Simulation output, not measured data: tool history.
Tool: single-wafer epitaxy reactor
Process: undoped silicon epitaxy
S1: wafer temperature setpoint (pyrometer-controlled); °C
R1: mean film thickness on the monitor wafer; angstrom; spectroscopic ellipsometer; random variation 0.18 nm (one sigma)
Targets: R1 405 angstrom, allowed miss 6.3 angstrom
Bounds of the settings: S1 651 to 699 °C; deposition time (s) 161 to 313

run 1 hour=0 | S1=675 deposition_time_(s)=237 | R1=681.12
run 2 hour=4.4 | S1=685 deposition_time_(s)=237 | R1=810.42
run 3 hour=5.9 | S1=693 deposition_time_(s)=237 | R1=934.89
run 4 hour=8.4 | S1=693 deposition_time_(s)=213 | R1=841.84
run 5 hour=9.3 | S1=693 deposition_time_(s)=240 | R1=952.04
run 6 hour=15.6 | S1=699 deposition_time_(s)=240 | R1=1055
run 7 hour=16.3 | S1=686 deposition_time_(s)=233 | R1=816.3
run 8 hour=17.6 | S1=676 deposition_time_(s)=227 | R1=664.8
run 9 hour=25.2 | S1=669 deposition_time_(s)=223 | R1=575.05
run 10 hour=32.3 | S1=664 deposition_time_(s)=221 | R1=521.75
run 11 hour=37.4 | S1=660 deposition_time_(s)=220 | R1=481.75
run 12 hour=44.1 | S1=658 deposition_time_(s)=219 | R1=460.18
run 13 hour=48.3 | S1=656 deposition_time_(s)=219 | R1=443.1
run 14 hour=51.8 | S1=655 deposition_time_(s)=219 | R1=432.27
run 15 hour=54.8 | S1=654 deposition_time_(s)=219 | R1=428.08
run 16 hour=55.6 | S1=653 deposition_time_(s)=219 | R1=420.59
run 17 hour=61 | S1=653 deposition_time_(s)=219 | R1=418.35

Which of these 4 next moves meets every target?
run A hour=66.4 | S1=651 deposition_time_(s)=221 | R1=?
run B hour=66.4 | S1=651 deposition_time_(s)=211 | R1=?
run C hour=66.4 | S1=657 deposition_time_(s)=190 | R1=?
run D hour=66.4 | S1=654 deposition_time_(s)=216 | R1=?

move=A R1=408.86
move=B R1=390.36
move=C R1=393.73
move=D R1=423
A: meets every target
B: takes the result that was furthest off past its target
C: takes the result that was furthest off past its target
D: further off than the last run
Answer: A
